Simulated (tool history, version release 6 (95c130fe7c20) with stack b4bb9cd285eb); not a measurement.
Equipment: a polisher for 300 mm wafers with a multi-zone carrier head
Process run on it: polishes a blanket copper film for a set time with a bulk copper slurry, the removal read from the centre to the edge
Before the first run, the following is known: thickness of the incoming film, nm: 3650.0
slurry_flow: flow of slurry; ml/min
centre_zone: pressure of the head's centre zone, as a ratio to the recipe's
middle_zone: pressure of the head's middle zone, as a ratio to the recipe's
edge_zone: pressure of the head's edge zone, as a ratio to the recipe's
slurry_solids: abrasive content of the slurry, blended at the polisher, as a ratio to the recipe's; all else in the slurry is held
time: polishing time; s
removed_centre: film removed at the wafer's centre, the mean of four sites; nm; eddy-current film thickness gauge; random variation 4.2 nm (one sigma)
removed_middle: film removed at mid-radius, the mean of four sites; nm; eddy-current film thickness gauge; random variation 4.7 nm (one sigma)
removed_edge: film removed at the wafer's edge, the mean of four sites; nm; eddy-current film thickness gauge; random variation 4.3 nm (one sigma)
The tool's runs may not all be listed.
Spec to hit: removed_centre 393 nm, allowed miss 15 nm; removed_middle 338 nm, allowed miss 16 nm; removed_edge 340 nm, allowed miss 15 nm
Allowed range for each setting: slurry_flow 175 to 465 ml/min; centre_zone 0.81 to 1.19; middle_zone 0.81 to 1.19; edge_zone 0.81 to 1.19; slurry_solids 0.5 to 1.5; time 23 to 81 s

Run 1, day 0: slurry_flow 295 ml/min, centre_zone 1, middle_zone 1, edge_zone 1, slurry_solids 1, time 52 s. Result: removed_centre 674.95 nm, removed_middle 644.34 nm, removed_edge 675.62 nm.
Run 2, day 0.229: slurry_flow 295 ml/min, centre_zone 0.95, middle_zone 1, edge_zone 1, slurry_solids 1, time 52 s. Result: removed_centre 655.57 nm, removed_middle 646.58 nm, removed_edge 650.01 nm.
Run 3, day 0.517: slurry_flow 295 ml/min, centre_zone 0.95, middle_zone 1, edge_zone 1, slurry_solids 1, time 64 s. Result: removed_centre 798.15 nm, removed_middle 807.52 nm, removed_edge 804.14 nm.
Run 4, day 0.754: slurry_flow 310 ml/min, centre_zone 0.97, middle_zone 0.99, edge_zone 0.95, slurry_solids 0.9, time 54 s. Result: removed_centre 676.69 nm, removed_middle 679.91 nm, removed_edge 651.95 nm.
Run 5, day 0.838: slurry_flow 310 ml/min, centre_zone 0.97, middle_zone 0.99, edge_zone 0.95, slurry_solids 1, time 54 s. Result: removed_centre 687.33 nm, removed_middle 660.59 nm, removed_edge 669.97 nm.
Run 6, day 1.121: slurry_flow 310 ml/min, centre_zone 0.98, middle_zone 0.96, edge_zone 0.92, slurry_solids 0.9, time 46 s. Result: removed_centre 597.39 nm, removed_middle 558.79 nm, removed_edge 570.84 nm.
Run 7, day 1.492: slurry_flow 300 ml/min, centre_zone 1, middle_zone 0.95, edge_zone 0.89, slurry_solids 0.8, time 40 s. Result: removed_centre 512.95 nm, removed_middle 479.89 nm, removed_edge 477.97 nm.
Run 8, day 1.821: slurry_flow 295 ml/min, centre_zone 1.02, middle_zone 0.93, edge_zone 0.87, slurry_solids 0.75, time 37 s. Result: removed_centre 478.07 nm, removed_middle 413.94 nm, removed_edge 421.26 nm.
Run 9, day 1.888: slurry_flow 280 ml/min, centre_zone 1.01, middle_zone 0.92, edge_zone 0.86, slurry_solids 0.7, time 36 s. Result: removed_centre 458.37 nm, removed_middle 401.66 nm, removed_edge 402.78 nm.
Run 10, day 2.046: slurry_flow 275 ml/min, centre_zone 0.99, middle_zone 0.85, edge_zone 0.82, slurry_solids 0.5, time 30 s. Result: removed_centre 355.65 nm, removed_middle 298.85 nm, removed_edge 326.19 nm.
Run 11, day 2.296: slurry_flow 280 ml/min, centre_zone 1, middle_zone 0.87, edge_zone 0.83, slurry_solids 0.5, time 30 s. Result: removed_centre 364.41 nm, removed_middle 305.82 nm, removed_edge 317.06 nm.
Run 12, day 2.508: slurry_flow 280 ml/min, centre_zone 1, middle_zone 0.88, edge_zone 0.84, slurry_solids 0.55, time 30 s. Result: removed_centre 362.88 nm, removed_middle 310.18 nm, removed_edge 323.68 nm.
Run 13, day 2.6: slurry_flow 285 ml/min, centre_zone 1.01, middle_zone 0.89, edge_zone 0.84, slurry_solids 0.6, time 30 s. Result: removed_centre 372.27 nm, removed_middle 315.65 nm, removed_edge 323.37 nm.
Run 14, day 2.804: slurry_flow 285 ml/min, centre_zone 1.01, middle_zone 0.9, edge_zone 0.84, slurry_solids 0.65, time 30 s. Result: removed_centre 371.09 nm, removed_middle 333.72 nm, removed_edge 336.76 nm.
Run 15, day 2.871: slurry_flow 285 ml/min, centre_zone 1.02, middle_zone 0.9, edge_zone 0.84, slurry_solids 0.65, time 30 s. Result: removed_centre 383.03 nm, removed_middle 318.33 nm, removed_edge 334.87 nm.
Run 16, day 3.208: slurry_flow 285 ml/min, centre_zone 1.02, middle_zone 0.91, edge_zone 0.84, slurry_solids 0.65, time 30 s. Result: removed_centre 373.55 nm, removed_middle 332.01 nm, removed_edge 324.07 nm.

Below are 4 possible settings for the next run. Only one of them brings all results inside the allowed miss of their targets. Which is it?
Run A, day 3.546: slurry_flow 185 ml/min, centre_zone 0.94, middle_zone 0.94, edge_zone 0.87, slurry_solids 0.8, time 31 s. Result: removed_centre ?, removed_middle ?, removed_edge ?.
Run B, day 3.546: slurry_flow 340 ml/min, centre_zone 0.91, middle_zone 0.98, edge_zone 0.81, slurry_solids 0.55, time 32 s. Result: removed_centre ?, removed_middle ?, removed_edge ?.
Run C, day 3.546: slurry_flow 260 ml/min, centre_zone 1.01, middle_zone 0.89, edge_zone 0.81, slurry_solids 0.9, time 30 s. Result: removed_centre ?, removed_middle ?, removed_edge ?.
Run D, day 3.546: slurry_flow 310 ml/min, centre_zone 1.01, middle_zone 1.02, edge_zone 0.81, slurry_solids 0.6, time 32 s. Result: removed_centre ?, removed_middle ?, removed_edge ?.

move  removed_centre  removed_middle  removed_edge
   A          361.31          343.88        355.31
   B           368.6          371.19        353.42
   C          394.18          335.28        348.42
   D          404.89          385.04        355.02
A: further off than the last run
B: further off than the last run
C: hits every target within its allowed miss
D: brings the last run's worst result on target, with another outside its allowed miss
So the answer is move C, the one that meets all the targets.
